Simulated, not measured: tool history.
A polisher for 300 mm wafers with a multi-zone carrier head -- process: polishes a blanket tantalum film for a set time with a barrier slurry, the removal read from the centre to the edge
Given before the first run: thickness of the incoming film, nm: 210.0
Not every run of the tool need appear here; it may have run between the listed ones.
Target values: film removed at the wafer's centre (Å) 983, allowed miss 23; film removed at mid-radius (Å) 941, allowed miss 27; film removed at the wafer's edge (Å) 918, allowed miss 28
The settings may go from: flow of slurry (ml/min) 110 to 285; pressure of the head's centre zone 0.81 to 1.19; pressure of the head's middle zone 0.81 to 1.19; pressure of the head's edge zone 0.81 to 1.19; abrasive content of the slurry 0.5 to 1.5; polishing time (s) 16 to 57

run,hour,flow of slurry (ml/min),pressure of the head's centre zone,pressure of the head's middle zone,pressure of the head's edge zone,abrasive content of the slurry,polishing time (s),film removed at the wafer's centre (Å),film removed at mid-radius (Å),film removed at the wafer's edge (Å)
1,0,180,1,1,1,1,36,695.05,733.19,686.81
2,3.6,180,1,1,1.08,1,36,699.85,718.67,712.04
3,5.5,185,1.01,1.01,1.09,1.05,36,711.97,739.75,720.95
4,13,185,1.01,1.01,1.09,0.95,36,706.55,724.41,706.56
5,17.9,190,1.02,1.01,1.1,1,36,719.69,737.37,717.21
6,22.4,190,1.02,1.01,1.1,1,43,857.94,883.36,862.04
7,23.1,195,1.03,1.01,1.1,1,43,872.31,880.47,873.24
8,27.3,200,1.04,1.01,1.1,1,43,888.99,881.78,862.69
9,35.7,205,1.04,1.01,1.11,1,43,887,897.58,863.43
10,41.9,255,1.1,0.97,1.17,1.05,43,982.32,906.7,937.05

Which one of the following 4 next-run settings gets every result inside its allowed miss? There is exactly one.
A,48.1,220,1.01,0.84,1.19,0.85,49,?,?,?
B,48.1,255,1.11,0.91,1.15,0.9,44,?,?,?
C,48.1,280,1.08,0.85,1.19,0.85,45,?,?,?
D,48.1,245,1.1,1.06,1.19,0.95,44,?,?,?

move,film removed at the wafer's centre (Å),film removed at mid-radius (Å),film removed at the wafer's edge (Å)
A,972.87,905.9,1012.4
B,991.63,868.99,917.33
C,987.56,861.12,950.46
D,987.61,941.67,935.76
A: the biggest miss grows against the last run
B: the biggest miss grows against the last run
C: the biggest miss grows against the last run
D: each result inside its tolerance
The move that meets every target is D.
